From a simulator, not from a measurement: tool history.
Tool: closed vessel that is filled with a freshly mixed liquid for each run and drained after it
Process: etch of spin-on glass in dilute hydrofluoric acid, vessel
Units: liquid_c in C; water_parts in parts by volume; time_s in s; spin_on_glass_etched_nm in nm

Run 1, hour 0.0: liquid_c 23.0 C, water_parts 235 parts by volume, time_s 80 s. Result: spin_on_glass_etched_nm 13.310 nm.
Run 2, hour 2.3: liquid_c 23.0 C, water_parts 235 parts by volume, time_s 80 s. Result: spin_on_glass_etched_nm 13.420 nm.
Run 3, hour 3.2: liquid_c 25.5 C, water_parts 210 parts by volume, time_s 80 s. Result: spin_on_glass_etched_nm 16.933 nm.
Run 4, hour 8.7: liquid_c 25.5 C, water_parts 155 parts by volume, time_s 80 s. Result: spin_on_glass_etched_nm 24.047 nm.
Run 5, hour 10.2: liquid_c 25.5 C, water_parts 155 parts by volume, time_s 50 s. Result: spin_on_glass_etched_nm 15.167 nm.
Run 6, hour 13.9: liquid_c 28.5 C, water_parts 155 parts by volume, time_s 50 s. Result: spin_on_glass_etched_nm 16.993 nm.
Run 7, hour 19.6: liquid_c 28.5 C, water_parts 125 parts by volume, time_s 50 s. Result: spin_on_glass_etched_nm 21.945 nm.
Run 8, hour 22.6: liquid_c 29.0 C, water_parts 115 parts by volume, time_s 50 s. Result: spin_on_glass_etched_nm 24.793 nm.

Forecast run 9:
Run 9, hour 30.2: liquid_c 29.5 C, water_parts 110 parts by volume, time_s 50 s. Result: spin_on_glass_etched_nm ?.

{"run 9": {"spin_on_glass_etched_nm": 26.373}}

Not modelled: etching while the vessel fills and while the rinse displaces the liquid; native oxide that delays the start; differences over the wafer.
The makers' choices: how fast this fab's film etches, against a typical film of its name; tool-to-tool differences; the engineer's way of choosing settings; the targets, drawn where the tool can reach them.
